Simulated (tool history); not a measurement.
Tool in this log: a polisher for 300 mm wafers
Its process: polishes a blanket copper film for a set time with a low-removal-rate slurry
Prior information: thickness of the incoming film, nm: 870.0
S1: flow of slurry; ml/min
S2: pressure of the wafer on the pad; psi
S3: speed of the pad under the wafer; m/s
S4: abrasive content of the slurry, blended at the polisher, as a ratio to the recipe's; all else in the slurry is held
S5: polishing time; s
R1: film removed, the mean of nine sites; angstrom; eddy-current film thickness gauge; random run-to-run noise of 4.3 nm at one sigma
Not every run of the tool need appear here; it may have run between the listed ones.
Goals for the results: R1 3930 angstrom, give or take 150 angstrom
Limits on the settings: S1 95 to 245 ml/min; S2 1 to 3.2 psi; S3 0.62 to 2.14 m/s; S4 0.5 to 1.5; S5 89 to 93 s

run,day,S1,S2,S3,S4,S5,R1
1,0,155,2.1,1.38,1,89,2239.3
2,0.083,160,2.4,1.38,1,89,2538.3
3,0.183,160,2.6,1.4,1,89,2752.8
4,0.292,165,2.7,1.44,1,89,3003.4
5,0.488,170,2.8,1.46,1,89,3131.1
6,0.617,170,2.9,1.48,1,89,3310.9
7,0.854,170,3,1.5,1,89,3386.4
8,1.096,175,3,1.52,1,89,3446.9
9,1.462,175,3,1.54,1,89,3522.3
10,1.754,175,3,1.56,1,89,3606.8

Which single option among these 5 for the next run brings every result within its allowed miss of target? Just one does.
A,2.046,165,2.8,1.52,1.05,89,?
B,2.046,190,3,1.54,0.95,89,?
C,2.046,180,3.1,1.46,1.2,89,?
D,2.046,155,2.7,1.58,0.9,89,?
E,2.046,140,2.6,1.9,1.05,93,?

move,R1
A,3288.2
B,3533.7
C,3676.5
D,3118.4
E,3863.6
A: moves away from the targets compared with the last run
B: moves away from the targets compared with the last run
C: an improvement on the last run, though not all results are within tolerance
D: moves away from the targets compared with the last run
E: hits every target within its allowed miss
E meets every target.

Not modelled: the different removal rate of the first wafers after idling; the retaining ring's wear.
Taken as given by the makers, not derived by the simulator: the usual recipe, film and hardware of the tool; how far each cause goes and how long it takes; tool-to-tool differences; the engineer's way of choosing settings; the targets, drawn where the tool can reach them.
